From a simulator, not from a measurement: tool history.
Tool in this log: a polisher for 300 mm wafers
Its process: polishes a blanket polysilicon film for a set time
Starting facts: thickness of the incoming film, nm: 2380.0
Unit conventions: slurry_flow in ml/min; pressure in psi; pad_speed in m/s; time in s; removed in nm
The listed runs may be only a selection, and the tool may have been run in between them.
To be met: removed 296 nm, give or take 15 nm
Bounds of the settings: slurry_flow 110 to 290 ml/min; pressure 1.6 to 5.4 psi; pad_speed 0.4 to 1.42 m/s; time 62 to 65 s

| run | hour | slurry_flow | pressure | pad_speed | time | removed |
|---|---|---|---|---|---|---|
| 1 | 0 | 185 | 3.5 | 0.9 | 62 | 571.35 |
| 2 | 4.1 | 185 | 3.5 | 1 | 62 | 637.99 |
| 3 | 7.5 | 185 | 3.2 | 0.96 | 62 | 579.82 |
| 4 | 15.6 | 185 | 3.2 | 0.96 | 62 | 567.83 |
| 5 | 22.8 | 185 | 2.9 | 0.92 | 62 | 497.34 |
| 6 | 30.8 | 185 | 2.9 | 1.06 | 62 | 564.69 |
| 7 | 38.9 | 185 | 2.7 | 1.02 | 62 | 510.46 |
| 8 | 40.3 | 185 | 2.5 | 0.98 | 62 | 458.12 |
| 9 | 42.6 | 185 | 2.4 | 0.96 | 62 | 439.32 |
| 10 | 48.8 | 180 | 1.6 | 0.78 | 62 | 241.11 |
| 11 | 56.5 | 185 | 1.7 | 0.78 | 62 | 257.88 |
| 12 | 65.3 | 190 | 1.7 | 0.78 | 62 | 264.16 |
| 13 | 68.2 | 195 | 1.7 | 0.78 | 62 | 260.35 |
| 14 | 73.9 | 195 | 2.2 | 0.8 | 62 | 337.6 |
| 15 | 82.5 | 190 | 2.2 | 0.8 | 62 | 340.86 |
| 16 | 86.9 | 185 | 2.2 | 0.8 | 62 | 331.62 |

Exercise: of the 5 proposed moves below, exactly one satisfies all targets within the stated allowed misses. Which move is it?
| A | 91.3 | 180 | 2.2 | 0.68 | 63 | ? |
| B | 91.3 | 185 | 1.8 | 0.98 | 62 | ? |
| C | 91.3 | 255 | 2.1 | 0.86 | 65 | ? |
| D | 91.3 | 155 | 2.5 | 0.86 | 65 | ? |
| E | 91.3 | 160 | 2 | 0.96 | 65 | ? |

| move | removed |
|---|---|
| A | 285.81 |
| B | 333.92 |
| C | 370.55 |
| D | 406.63 |
| E | 369.38 |
A: meets every target
B: further off than the last run
C: further off than the last run
D: further off than the last run
E: further off than the last run
A is the move that brings every result within its allowed miss.
